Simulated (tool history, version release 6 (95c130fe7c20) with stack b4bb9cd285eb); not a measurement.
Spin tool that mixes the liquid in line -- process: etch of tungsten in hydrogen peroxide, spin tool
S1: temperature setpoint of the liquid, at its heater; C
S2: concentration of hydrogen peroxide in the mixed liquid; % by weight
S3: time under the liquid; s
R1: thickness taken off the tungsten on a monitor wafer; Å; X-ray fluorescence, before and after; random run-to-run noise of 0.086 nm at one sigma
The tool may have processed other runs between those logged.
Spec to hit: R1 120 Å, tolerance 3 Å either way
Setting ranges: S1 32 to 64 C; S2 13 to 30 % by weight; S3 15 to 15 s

run,day,S1,S2,S3,R1
1,0,48,26,15,260.55
2,0.112,48,26,15,261.22
3,0.225,48,26,15,260.13
4,0.579,46.5,26,15,235.35
5,0.883,45.5,26,15,221.41
6,0.975,45.5,26,15,219.46
7,1.112,44.5,26,15,206.15
8,1.396,43.5,26,15,195.41
9,1.758,42.5,26,15,183.65
10,2.104,34.5,26,15,107.66
11,2.454,35.5,26,15,115.79

5 candidate next runs follow, results not yet known. Just one meets every target within its allowed miss. Identify it.
A,2.804,39,19.5,15,?
B,2.804,36.5,21,15,?
C,2.804,34,29.5,15,?
D,2.804,36,25.5,15,?
E,2.804,37,26,15,?

move,R1
A,127.57
B,112.24
C,112.48
D,119.63
E,129.11
A: the result that was furthest off in the last run now lies on the other side of its target
B: moves away from the targets compared with the last run
C: moves away from the targets compared with the last run
D: every result lands within tolerance
E: the result that was furthest off in the last run now lies on the other side of its target
D is the move that brings every result within its allowed miss.
